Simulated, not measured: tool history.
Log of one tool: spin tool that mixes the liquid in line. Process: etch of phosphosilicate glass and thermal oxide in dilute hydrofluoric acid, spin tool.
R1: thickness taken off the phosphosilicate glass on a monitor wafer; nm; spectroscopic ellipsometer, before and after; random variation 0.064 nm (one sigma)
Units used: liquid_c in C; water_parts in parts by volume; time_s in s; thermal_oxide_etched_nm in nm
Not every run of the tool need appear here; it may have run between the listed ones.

Run 1, hour 0.0: liquid_c 25.0 C, water_parts 165 parts by volume, time_s 55 s. Result: R1 23.3450 nm, thermal_oxide_etched_nm 1.61320 nm.
Run 2, hour 2.3: liquid_c 25.0 C, water_parts 165 parts by volume, time_s 30 s. Result: R1 12.8330 nm, thermal_oxide_etched_nm 0.87299 nm.
Run 3, hour 8.1: liquid_c 25.0 C, water_parts 165 parts by volume, time_s 15 s. Result: R1 6.3303 nm, thermal_oxide_etched_nm 0.43196 nm.
Run 4, hour 11.0: liquid_c 23.5 C, water_parts 165 parts by volume, time_s 15 s. Result: R1 6.0785 nm, thermal_oxide_etched_nm 0.41465 nm.
Run 5, hour 19.0: liquid_c 23.5 C, water_parts 165 parts by volume, time_s 15 s. Result: R1 6.0122 nm, thermal_oxide_etched_nm 0.41836 nm.
Run 6, hour 21.2: liquid_c 24.5 C, water_parts 165 parts by volume, time_s 15 s. Result: R1 6.2641 nm, thermal_oxide_etched_nm 0.43290 nm.
Run 7, hour 27.2: liquid_c 26.0 C, water_parts 165 parts by volume, time_s 15 s. Result: R1 6.6344 nm, thermal_oxide_etched_nm 0.45699 nm.

The next listed run, before its measurement:
Run 8, hour 36.1: liquid_c 30.0 C, water_parts 150 parts by volume, time_s 15 s. Result: R1 ?, thermal_oxide_etched_nm ?.

For run 8 the tool returned R1 8.5509 nm, thermal_oxide_etched_nm 0.59714 nm.
